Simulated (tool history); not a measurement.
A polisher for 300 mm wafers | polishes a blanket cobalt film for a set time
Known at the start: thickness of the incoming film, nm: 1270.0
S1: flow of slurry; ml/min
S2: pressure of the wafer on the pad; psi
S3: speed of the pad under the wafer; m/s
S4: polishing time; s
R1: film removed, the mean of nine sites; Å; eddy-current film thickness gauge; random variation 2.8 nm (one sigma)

{"run": 1, "day": 0.0, "S1": 180, "S2": 2.3, "S3": 0.84, "S4": 27, "R1": 1373.5}
{"run": 2, "day": 0.367, "S1": 150, "S2": 2.3, "S3": 0.84, "S4": 27, "R1": 1374.5}
{"run": 3, "day": 0.579, "S1": 150, "S2": 2.3, "S3": 0.66, "S4": 27, "R1": 1063.6}
{"run": 4, "day": 0.792, "S1": 150, "S2": 2.6, "S3": 0.66, "S4": 27, "R1": 1206.9}
{"run": 5, "day": 0.858, "S1": 175, "S2": 2.6, "S3": 0.66, "S4": 27, "R1": 1206.6}
{"run": 6, "day": 1.179, "S1": 175, "S2": 2.6, "S3": 0.66, "S4": 25, "R1": 1122.1}
{"run": 7, "day": 1.475, "S1": 175, "S2": 2.8, "S3": 0.68, "S4": 25, "R1": 1251.0}

Forecast run 8:
{"run": 8, "day": 1.558, "S1": 175, "S2": 3.0, "S3": 0.7, "S4": 25, "R1": "?"}

{"run 8": {"R1": 1387.5}}

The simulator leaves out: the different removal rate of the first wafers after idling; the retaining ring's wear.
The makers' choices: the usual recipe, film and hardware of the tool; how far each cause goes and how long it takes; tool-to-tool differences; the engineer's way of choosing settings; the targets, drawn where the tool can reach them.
